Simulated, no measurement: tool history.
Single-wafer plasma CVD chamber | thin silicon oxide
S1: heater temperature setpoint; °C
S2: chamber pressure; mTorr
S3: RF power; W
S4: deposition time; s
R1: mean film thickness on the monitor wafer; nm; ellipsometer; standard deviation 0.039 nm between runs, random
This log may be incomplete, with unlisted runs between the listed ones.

run	hour	S1	S2	S3	S4	R1
1	0	420	765	210	5.73	9.0556
2	2.9	420	765	230	5.73	9.5683
3	7.8	428	765	230	5.73	9.4834
4	14	428	765	255	5.73	10.102
5	22.8	428	645	255	5.73	8.4478
6	26.8	428	645	255	5.73	8.477
7	27.7	428	707	255	5.73	9.3544
8	28.2	428	745	255	5.73	9.8451

Run 9 comes next. What will it give?
9	30.5	428	772	255	5.73	?

For run 9 the tool returned R1 10.215 nm.
